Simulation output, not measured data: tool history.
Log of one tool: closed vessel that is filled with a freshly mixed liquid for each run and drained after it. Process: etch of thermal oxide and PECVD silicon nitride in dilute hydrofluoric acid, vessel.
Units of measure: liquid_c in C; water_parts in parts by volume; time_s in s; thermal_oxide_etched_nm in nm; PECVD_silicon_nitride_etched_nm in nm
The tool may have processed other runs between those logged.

run,hour,liquid_c,water_parts,time_s,thermal_oxide_etched_nm,PECVD_silicon_nitride_etched_nm
1,0.0,23.0,60,285,23.465,19.2410
2,5.6,24.0,55,290,27.337,22.8410
3,10.7,24.0,55,220,20.578,17.1520
4,11.7,24.0,55,145,13.675,11.4350
5,18.9,22.0,55,145,12.582,9.9225
6,24.0,23.0,50,165,16.545,13.2980
7,27.4,27.0,25,300,72.512,61.2320
8,33.7,27.5,25,300,73.981,65.0560

Run 9 is up next; what results do you expect?
9,34.4,28.0,25,300,?,?

{"run 9": {"thermal_oxide_etched_nm": 75.611, "PECVD_silicon_nitride_etched_nm": 66.019}}

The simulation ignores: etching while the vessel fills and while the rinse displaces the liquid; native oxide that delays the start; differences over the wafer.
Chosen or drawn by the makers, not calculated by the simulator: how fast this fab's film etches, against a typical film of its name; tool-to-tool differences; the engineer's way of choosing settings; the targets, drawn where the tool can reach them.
